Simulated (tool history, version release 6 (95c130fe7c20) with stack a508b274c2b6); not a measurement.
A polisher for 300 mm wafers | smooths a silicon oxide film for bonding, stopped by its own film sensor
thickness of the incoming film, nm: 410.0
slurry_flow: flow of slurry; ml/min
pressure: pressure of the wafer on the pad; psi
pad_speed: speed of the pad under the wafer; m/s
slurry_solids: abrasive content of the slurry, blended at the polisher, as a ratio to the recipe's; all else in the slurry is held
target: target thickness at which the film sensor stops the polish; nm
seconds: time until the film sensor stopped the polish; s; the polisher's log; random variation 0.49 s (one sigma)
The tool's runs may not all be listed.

run 1 day=0.000 | slurry_flow=125 pressure=2.6 pad_speed=1.02 slurry_solids=1.00 target=362 | seconds=65.502
run 2 day=0.100 | slurry_flow=130 pressure=2.9 pad_speed=1.02 slurry_solids=1.00 target=362 | seconds=58.843
run 3 day=0.429 | slurry_flow=135 pressure=3.2 pad_speed=1.02 slurry_solids=1.00 target=362 | seconds=52.371
run 4 day=0.671 | slurry_flow=135 pressure=3.2 pad_speed=1.02 slurry_solids=0.85 target=362 | seconds=57.427
run 5 day=0.775 | slurry_flow=135 pressure=3.8 pad_speed=1.02 slurry_solids=0.85 target=362 | seconds=49.394
run 6 day=0.808 | slurry_flow=135 pressure=4.0 pad_speed=1.02 slurry_solids=0.85 target=362 | seconds=46.642
run 7 day=0.925 | slurry_flow=140 pressure=4.0 pad_speed=1.04 slurry_solids=0.85 target=362 | seconds=45.619
run 8 day=1.112 | slurry_flow=145 pressure=4.0 pad_speed=1.06 slurry_solids=0.85 target=362 | seconds=45.552
run 9 day=1.138 | slurry_flow=145 pressure=4.0 pad_speed=1.08 slurry_solids=0.85 target=362 | seconds=44.752
-- day=1.425 slurry blender recalibrated
run 10 day=1.425 | slurry_flow=145 pressure=4.0 pad_speed=1.10 slurry_solids=0.85 target=362 | seconds=36.385
run 11 day=1.788 | slurry_flow=145 pressure=4.0 pad_speed=1.10 slurry_solids=0.85 target=362 | seconds=36.087
run 12 day=2.046 | slurry_flow=135 pressure=4.0 pad_speed=1.10 slurry_solids=0.85 target=362 | seconds=36.782
run 13 day=2.100 | slurry_flow=145 pressure=4.0 pad_speed=1.10 slurry_solids=0.85 target=362 | seconds=36.044

Run 14 comes next. What will it give?
run 14 day=2.317 | slurry_flow=135 pressure=4.0 pad_speed=1.10 slurry_solids=0.85 target=362 | seconds=?

{"run 14": {"seconds": 36.52}}
